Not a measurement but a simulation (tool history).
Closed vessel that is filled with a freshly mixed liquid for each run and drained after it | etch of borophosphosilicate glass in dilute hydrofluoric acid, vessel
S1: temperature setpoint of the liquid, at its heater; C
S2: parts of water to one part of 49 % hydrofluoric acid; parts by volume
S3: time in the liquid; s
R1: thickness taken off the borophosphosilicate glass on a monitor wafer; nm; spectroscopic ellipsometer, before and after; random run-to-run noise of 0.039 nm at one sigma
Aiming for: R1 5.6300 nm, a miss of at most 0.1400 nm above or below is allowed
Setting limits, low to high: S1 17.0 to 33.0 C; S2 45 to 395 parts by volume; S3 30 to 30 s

Run 1, hour 0.0: S1 25.0 C, S2 220 parts by volume, S3 30 s. Result: R1 7.8074 nm.
Run 2, hour 1.6: S1 23.5 C, S2 220 parts by volume, S3 30 s. Result: R1 7.4513 nm.
Run 3, hour 2.3: S1 22.0 C, S2 225 parts by volume, S3 30 s. Result: R1 6.7845 nm.
Run 4, hour 2.8: S1 22.0 C, S2 225 parts by volume, S3 30 s. Result: R1 6.9812 nm.
Run 5, hour 4.6: S1 22.0 C, S2 225 parts by volume, S3 30 s. Result: R1 6.8163 nm.
Run 6, hour 6.1: S1 21.0 C, S2 225 parts by volume, S3 30 s. Result: R1 6.5773 nm.
Run 7, hour 8.7: S1 20.0 C, S2 225 parts by volume, S3 30 s. Result: R1 6.4184 nm.
Run 8, hour 15.1: S1 17.0 C, S2 235 parts by volume, S3 30 s. Result: R1 5.4696 nm.

Exercise: of the 4 proposed moves below, exactly one satisfies all targets within the stated allowed misses. Which move is it?
Run A, hour 21.5: S1 17.5 C, S2 240 parts by volume, S3 30 s. Result: R1 ?.
Run B, hour 21.5: S1 17.0 C, S2 245 parts by volume, S3 30 s. Result: R1 ?.
Run C, hour 21.5: S1 17.0 C, S2 240 parts by volume, S3 30 s. Result: R1 ?.
Run D, hour 21.5: S1 17.0 C, S2 225 parts by volume, S3 30 s. Result: R1 ?.

move      R1
   A  5.3921
   B  5.1575
   C  5.2881
   D  5.7161
A: its largest miss is bigger than the last run's
B: its largest miss is bigger than the last run's
C: its largest miss is bigger than the last run's
D: meets every target
Answer: D

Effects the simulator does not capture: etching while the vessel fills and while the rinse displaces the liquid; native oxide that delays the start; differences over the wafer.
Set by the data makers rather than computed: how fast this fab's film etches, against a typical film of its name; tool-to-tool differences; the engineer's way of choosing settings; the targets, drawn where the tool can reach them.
